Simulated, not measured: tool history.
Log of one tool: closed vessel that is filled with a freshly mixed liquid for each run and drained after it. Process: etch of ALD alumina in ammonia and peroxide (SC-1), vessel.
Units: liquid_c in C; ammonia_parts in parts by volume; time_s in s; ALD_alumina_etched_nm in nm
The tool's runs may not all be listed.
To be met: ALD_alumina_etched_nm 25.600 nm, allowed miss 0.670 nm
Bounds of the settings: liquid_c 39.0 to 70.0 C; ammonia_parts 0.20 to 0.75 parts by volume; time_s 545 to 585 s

{"run": 1, "hour": 0.0, "liquid_c": 55.0, "ammonia_parts": 0.45, "time_s": 545, "ALD_alumina_etched_nm": 35.102}
{"run": 2, "hour": 5.4, "liquid_c": 53.5, "ammonia_parts": 0.45, "time_s": 545, "ALD_alumina_etched_nm": 32.978}
{"run": 3, "hour": 7.0, "liquid_c": 52.5, "ammonia_parts": 0.45, "time_s": 545, "ALD_alumina_etched_nm": 30.421}
{"run": 4, "hour": 16.2, "liquid_c": 52.0, "ammonia_parts": 0.45, "time_s": 545, "ALD_alumina_etched_nm": 29.84}
{"run": 5, "hour": 25.2, "liquid_c": 52.0, "ammonia_parts": 0.5, "time_s": 545, "ALD_alumina_etched_nm": 30.33}
{"run": 6, "hour": 31.1, "liquid_c": 47.0, "ammonia_parts": 0.5, "time_s": 545, "ALD_alumina_etched_nm": 23.291}
{"run": 7, "hour": 37.7, "liquid_c": 47.5, "ammonia_parts": 0.5, "time_s": 545, "ALD_alumina_etched_nm": 23.644}
{"run": 8, "hour": 41.6, "liquid_c": 48.0, "ammonia_parts": 0.5, "time_s": 545, "ALD_alumina_etched_nm": 24.587}

5 next moves are on the table. One of them brings every result within its allowed miss. Which?
{"run": "A", "hour": 45.5, "liquid_c": 47.5, "ammonia_parts": 0.5, "time_s": 585, "ALD_alumina_etched_nm": "?"}
{"run": "B", "hour": 45.5, "liquid_c": 46.0, "ammonia_parts": 0.65, "time_s": 585, "ALD_alumina_etched_nm": "?"}
{"run": "C", "hour": 45.5, "liquid_c": 46.5, "ammonia_parts": 0.5, "time_s": 575, "ALD_alumina_etched_nm": "?"}
{"run": "D", "hour": 45.5, "liquid_c": 47.5, "ammonia_parts": 0.55, "time_s": 555, "ALD_alumina_etched_nm": "?"}
{"run": "E", "hour": 45.5, "liquid_c": 49.5, "ammonia_parts": 0.6, "time_s": 545, "ALD_alumina_etched_nm": "?"}

move=A ALD_alumina_etched_nm=25.393
move=B ALD_alumina_etched_nm=23.928
move=C ALD_alumina_etched_nm=23.596
move=D ALD_alumina_etched_nm=24.310
move=E ALD_alumina_etched_nm=26.900
A: meets every target
B: further off than the last run
C: further off than the last run
D: further off than the last run
E: takes the result that was furthest off past its target
The right move is A.

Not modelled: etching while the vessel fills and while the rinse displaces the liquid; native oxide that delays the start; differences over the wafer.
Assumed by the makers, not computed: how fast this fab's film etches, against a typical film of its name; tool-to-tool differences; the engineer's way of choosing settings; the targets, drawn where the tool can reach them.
